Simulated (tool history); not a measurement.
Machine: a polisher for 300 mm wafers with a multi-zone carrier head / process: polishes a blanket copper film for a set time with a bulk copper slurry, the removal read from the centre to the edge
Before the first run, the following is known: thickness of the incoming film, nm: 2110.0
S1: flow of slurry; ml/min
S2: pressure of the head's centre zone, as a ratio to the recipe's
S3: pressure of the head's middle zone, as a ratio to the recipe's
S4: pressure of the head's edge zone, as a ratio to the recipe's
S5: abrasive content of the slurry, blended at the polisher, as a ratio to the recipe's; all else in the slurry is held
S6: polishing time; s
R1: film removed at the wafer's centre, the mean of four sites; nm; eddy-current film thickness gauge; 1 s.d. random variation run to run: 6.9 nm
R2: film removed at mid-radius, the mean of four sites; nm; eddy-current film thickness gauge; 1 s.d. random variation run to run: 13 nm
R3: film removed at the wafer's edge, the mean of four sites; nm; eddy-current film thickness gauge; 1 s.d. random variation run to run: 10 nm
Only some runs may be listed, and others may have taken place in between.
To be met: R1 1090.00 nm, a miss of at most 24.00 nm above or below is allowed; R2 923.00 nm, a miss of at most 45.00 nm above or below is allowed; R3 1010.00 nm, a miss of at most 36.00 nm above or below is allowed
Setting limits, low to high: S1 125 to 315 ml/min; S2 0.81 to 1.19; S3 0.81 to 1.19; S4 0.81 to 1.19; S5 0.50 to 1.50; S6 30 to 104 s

run	hour	S1	S2	S3	S4	S5	S6	R1	R2	R3
1	0.0	205	1.00	1.00	1.00	1.00	67	699.81	709.43	679.10
2	1.4	205	1.00	1.00	1.00	1.00	80	840.83	850.16	810.72
3	2.4	205	1.00	1.00	1.00	1.15	80	857.69	862.45	832.55
4	10.6	205	1.00	0.96	1.00	1.15	80	858.21	836.08	845.69
5	17.1	215	1.02	0.96	1.02	1.20	80	874.80	849.13	851.31
6	19.9	215	1.04	0.95	1.04	1.25	81	919.78	854.55	872.70
7	22.1	220	1.05	0.94	1.05	1.30	82	934.08	834.04	903.06
8	31.0	225	1.06	0.95	1.06	1.35	83	961.67	873.16	911.47
9	33.2	225	1.07	0.95	1.07	1.35	84	989.48	898.08	922.22
10	36.7	230	1.07	0.94	1.08	1.35	85	988.75	874.82	962.18
11	42.9	235	1.08	0.94	1.08	1.35	85	1024.40	921.84	953.40
12	51.9	240	1.08	0.93	1.08	1.35	85	1013.20	903.31	952.87
13	59.4	245	1.09	0.93	1.09	1.35	85	1020.30	898.24	963.18
14	61.9	250	1.10	0.93	1.10	1.35	85	1038.00	878.39	969.81
15	63.3	255	1.10	0.93	1.10	1.35	85	1035.90	893.07	972.61
16	72.1	260	1.10	0.93	1.10	1.35	85	1035.80	871.12	966.68

Which one of the following 4 next-run settings gets every result inside its allowed miss? There is exactly one.
A	80.9	225	1.08	0.93	1.10	1.25	85	?	?	?
B	80.9	235	1.15	0.95	1.17	1.35	87	?	?	?
C	80.9	295	1.02	0.93	1.10	1.40	87	?	?	?
D	80.9	255	0.99	0.91	1.16	1.50	86	?	?	?

move	R1	R2	R3
A	986.84	884.50	944.15
B	1088.40	937.69	1014.00
C	1007.40	947.74	1005.00
D	967.43	919.23	1023.50
A: its largest miss is bigger than the last run's
B: every result lands within tolerance
C: its largest miss is bigger than the last run's
D: its largest miss is bigger than the last run's
Move B is the one to make.

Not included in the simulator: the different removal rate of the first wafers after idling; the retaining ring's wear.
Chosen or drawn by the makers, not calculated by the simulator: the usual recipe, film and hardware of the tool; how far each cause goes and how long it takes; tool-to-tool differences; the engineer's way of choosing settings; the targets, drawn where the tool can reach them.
